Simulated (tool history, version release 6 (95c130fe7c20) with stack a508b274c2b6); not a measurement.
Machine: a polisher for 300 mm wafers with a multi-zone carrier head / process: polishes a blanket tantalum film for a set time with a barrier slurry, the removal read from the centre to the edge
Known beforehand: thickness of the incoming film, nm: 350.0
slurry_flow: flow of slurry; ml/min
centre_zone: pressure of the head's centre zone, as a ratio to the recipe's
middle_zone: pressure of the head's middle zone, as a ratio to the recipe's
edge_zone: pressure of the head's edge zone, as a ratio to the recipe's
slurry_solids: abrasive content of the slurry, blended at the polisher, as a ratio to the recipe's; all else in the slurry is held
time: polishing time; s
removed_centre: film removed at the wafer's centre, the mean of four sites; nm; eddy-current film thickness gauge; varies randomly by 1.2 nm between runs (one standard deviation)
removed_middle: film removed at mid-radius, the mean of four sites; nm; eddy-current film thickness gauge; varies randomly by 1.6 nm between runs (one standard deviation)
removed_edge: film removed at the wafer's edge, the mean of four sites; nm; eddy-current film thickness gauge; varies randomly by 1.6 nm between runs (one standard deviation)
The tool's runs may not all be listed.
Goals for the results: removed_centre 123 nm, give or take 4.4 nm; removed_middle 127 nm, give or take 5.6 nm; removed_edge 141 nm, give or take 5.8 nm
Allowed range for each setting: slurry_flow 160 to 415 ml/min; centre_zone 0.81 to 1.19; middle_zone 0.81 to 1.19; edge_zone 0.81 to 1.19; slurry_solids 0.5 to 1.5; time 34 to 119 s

run  hour  slurry_flow  centre_zone  middle_zone  edge_zone  slurry_solids  time  removed_centre  removed_middle  removed_edge
  1     0          265            1            1          1              1    76          115.83          117.19        111.08
  2   5.6          265            1         0.97          1              1    76          115.62           109.3        109.47
  3  13.2          265         0.99         0.97       1.02           1.05    76           115.7          115.05        115.08
  4  16.6          265         0.93         0.97       1.02           1.05    76          108.71          113.69        113.94
  5  21.8          265         0.93         0.97       1.04            1.1    76          109.96          116.32        116.49
  6  26.2          265         0.99         0.97       1.04            1.1    76           117.4          117.13        119.01
  7  34.5          265         0.99         0.97       1.06            1.1    76          116.63           117.5        117.38
  8  39.3          265         0.99         0.97       1.06            1.1    76          116.49          115.85        119.73
  9  45.5          270         0.99         0.97       1.07            1.1    76          117.37           112.8         120.6
 10  51.3          275         0.99         0.98       1.08            1.1    76           119.4          115.48        118.86
 11  51.9          270         0.99         0.97       1.09           1.15    76          120.17          120.79        123.07
 12  53.8          270         0.99         0.96        1.1           1.15    76          120.21          117.43        123.01
 13  57.4          270         0.98         0.95       1.11            1.2    76          121.15          120.31        127.68
 14  60.6          270         0.98         0.95       1.11            1.2    76          120.75          115.54        124.12
 15  66.1          265         0.97         0.95       1.12           1.25    76          118.51           118.4         127.8
 16    71          265         0.97         0.95       1.13           1.25    76          121.78          120.75        125.92
 17  79.5          275         0.96         0.95       1.14           1.25    76          121.27          119.54        128.61
 18  87.9          275         0.95         0.95       1.14            1.3    76          119.07          124.86        133.32
 19  93.1          280         0.95         0.95       1.14            1.3    76          120.09          121.83        129.41

Exactly one of the 4 candidate moves below puts every result within its allowed miss. Which one?
  A  98.3          210         0.91         0.91       1.15            1.3    83               ?               ?             ?
  B  98.3          265         1.05         1.13       1.07            1.4    67               ?               ?             ?
  C  98.3          280         0.86         0.91       1.11           1.45    78               ?               ?             ?
  D  98.3          265         0.83         0.86       1.15           1.35    79               ?               ?             ?

move  removed_centre  removed_middle  removed_edge
   A          121.04          123.68        142.34
   B          117.76          123.92        114.32
   C          113.47          122.49        137.62
   D          108.28           115.9        138.95
A: each result inside its tolerance
B: lands further from the targets than the last run did
C: brings the last run's worst result on target, with another outside its allowed miss
D: brings the last run's worst result on target, with another outside its allowed miss
So the answer is move A, the one that meets all the targets.
